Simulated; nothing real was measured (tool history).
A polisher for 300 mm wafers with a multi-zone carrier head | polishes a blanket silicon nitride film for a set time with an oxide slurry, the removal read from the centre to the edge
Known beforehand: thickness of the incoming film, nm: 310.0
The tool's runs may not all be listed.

run	day	flow of slurry (ml/min)	pressure of the head's centre zone	pressure of the head's middle zone	pressure of the head's edge zone	abrasive content of the slurry	polishing time (s)	film removed at the wafer's centre (nm)	film removed at mid-radius (nm)	film removed at the wafer's edge (nm)
1	0.000	185	1.00	1.00	1.00	1.00	74	37.773	39.490	39.932
2	0.296	185	0.94	1.00	1.00	1.00	74	35.675	38.415	39.325
3	0.421	210	0.94	1.00	1.00	1.00	74	36.404	39.455	40.401
4	0.558	180	0.94	1.00	1.00	1.00	74	35.445	38.808	38.666
5	0.779	180	0.91	1.00	1.00	1.00	74	34.500	38.604	40.294
6	1.046	180	0.91	1.00	1.00	0.85	74	32.094	35.320	36.763
7	1.375	170	0.89	1.02	0.98	0.75	72	28.275	32.968	33.083
8	1.446	160	0.87	1.02	0.96	0.70	72	25.660	31.295	30.660
9	1.512	150	0.86	1.00	0.94	0.70	72	25.456	30.461	29.974

What will run 10 give?
10	1.658	150	0.86	1.00	0.94	0.70	72	?	?	?

{"run 10": {"film removed at the wafer's centre (nm)": 25.106, "film removed at mid-radius (nm)": 30.671, "film removed at the wafer's edge (nm)": 29.937}}
